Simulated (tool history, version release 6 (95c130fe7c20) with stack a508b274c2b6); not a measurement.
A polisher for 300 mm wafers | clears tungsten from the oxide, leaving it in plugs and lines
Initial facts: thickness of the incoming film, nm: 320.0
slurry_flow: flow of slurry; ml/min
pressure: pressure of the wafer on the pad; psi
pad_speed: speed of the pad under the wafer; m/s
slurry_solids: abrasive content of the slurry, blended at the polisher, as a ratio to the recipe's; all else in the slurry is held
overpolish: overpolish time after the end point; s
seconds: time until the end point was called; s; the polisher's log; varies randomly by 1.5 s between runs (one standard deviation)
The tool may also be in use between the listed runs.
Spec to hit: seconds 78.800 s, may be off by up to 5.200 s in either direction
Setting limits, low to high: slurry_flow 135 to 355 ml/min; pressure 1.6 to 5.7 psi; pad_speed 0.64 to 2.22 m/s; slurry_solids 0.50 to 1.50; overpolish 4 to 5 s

run	hour	slurry_flow	pressure	pad_speed	slurry_solids	overpolish	seconds
1	0.0	225	3.6	1.42	1.00	5	45.249
2	3.4	225	3.2	1.40	1.00	5	47.543
3	9.2	260	3.2	1.40	1.00	5	48.365
4	11.7	260	4.1	1.40	1.00	5	40.543
5	12.3	260	3.6	1.30	1.00	5	48.549
6	20.8	260	3.6	1.30	1.10	5	45.404
7	28.8	260	3.2	1.22	1.10	5	55.441
8	29.7	260	2.9	1.20	1.10	5	59.893
9	32.7	260	2.9	1.20	1.10	5	60.842
10	40.6	260	2.7	1.18	1.10	5	62.251
11	41.8	260	2.5	1.16	1.10	5	66.442
12	50.5	260	2.3	1.14	1.10	5	69.274

Of the 5 settings listed for the next run, only one would bring every result within its allowed miss of target. Which one?
A	59.2	270	3.0	1.28	1.25	5	?
B	59.2	285	2.7	1.40	1.05	5	?
C	59.2	315	2.4	1.24	1.45	4	?
D	59.2	270	2.8	1.08	1.25	4	?
E	59.2	325	2.3	1.06	1.05	5	?

move	seconds
A	51.763
B	53.391
C	58.139
D	63.790
E	76.362
A: its largest miss is bigger than the last run's
B: its largest miss is bigger than the last run's
C: its largest miss is bigger than the last run's
D: its largest miss is bigger than the last run's
E: all results in spec
Move E is the one to make.

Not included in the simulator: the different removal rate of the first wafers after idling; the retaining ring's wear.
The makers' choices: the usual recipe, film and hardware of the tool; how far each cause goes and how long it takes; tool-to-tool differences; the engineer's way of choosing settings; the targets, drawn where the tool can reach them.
